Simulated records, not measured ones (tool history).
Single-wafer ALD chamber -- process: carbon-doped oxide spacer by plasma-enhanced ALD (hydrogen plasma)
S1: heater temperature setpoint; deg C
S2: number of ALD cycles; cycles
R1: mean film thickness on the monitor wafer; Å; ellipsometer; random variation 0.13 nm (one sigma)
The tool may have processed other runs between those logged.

run 1 hour=0 | S1=420 S2=627 | R1=283.78
run 2 hour=6.5 | S1=412 S2=627 | R1=289.54
run 3 hour=9.4 | S1=412 S2=548 | R1=254.02
run 4 hour=17.9 | S1=412 S2=464 | R1=214.07
run 5 hour=21.2 | S1=408 S2=464 | R1=215.78
run 6 hour=30.4 | S1=407 S2=527 | R1=247.27

Run 7 has not been measured yet. What should we expect?
run 7 hour=39 | S1=405 S2=563 | R1=?

R1: 266.62 Å

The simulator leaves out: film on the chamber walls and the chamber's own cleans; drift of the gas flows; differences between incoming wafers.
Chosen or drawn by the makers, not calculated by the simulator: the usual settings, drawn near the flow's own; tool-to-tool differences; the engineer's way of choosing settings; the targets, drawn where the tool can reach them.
